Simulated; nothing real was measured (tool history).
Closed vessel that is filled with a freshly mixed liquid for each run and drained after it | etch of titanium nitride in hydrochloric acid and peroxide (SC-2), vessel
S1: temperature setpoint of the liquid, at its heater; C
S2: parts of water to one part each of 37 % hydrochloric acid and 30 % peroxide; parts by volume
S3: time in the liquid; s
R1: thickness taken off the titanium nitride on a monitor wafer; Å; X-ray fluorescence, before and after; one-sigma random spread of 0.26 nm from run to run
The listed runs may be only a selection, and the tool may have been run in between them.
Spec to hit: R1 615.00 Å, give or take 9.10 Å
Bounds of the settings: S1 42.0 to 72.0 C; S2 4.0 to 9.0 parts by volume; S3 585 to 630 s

run	hour	S1	S2	S3	R1
1	0.0	58.0	5.0	585	512.31
2	9.1	58.5	5.0	585	529.81
3	12.4	51.5	5.0	585	338.57
4	15.8	53.0	5.0	585	371.24
5	17.3	54.5	5.0	585	408.96
6	21.4	49.5	5.0	585	294.61
7	26.7	51.5	5.0	585	337.53
8	28.3	59.5	5.0	585	561.83
9	37.2	60.5	5.0	585	598.69

Which single option among these 5 for the next run brings every result within its allowed miss of target? Just one does.
A	46.1	58.0	4.0	585	?
B	46.1	61.0	5.0	585	?
C	46.1	59.0	4.0	585	?
D	46.1	59.0	4.5	585	?
E	46.1	58.5	4.0	595	?

move	R1
A	600.06
B	621.20
C	639.28
D	590.10
E	629.98
A: moves toward the targets from the last run without getting all of them in spec
B: in spec on every target
C: the result that was furthest off in the last run now lies on the other side of its target
D: moves away from the targets compared with the last run
E: the result that was furthest off in the last run now lies on the other side of its target
The move that meets every target is B.
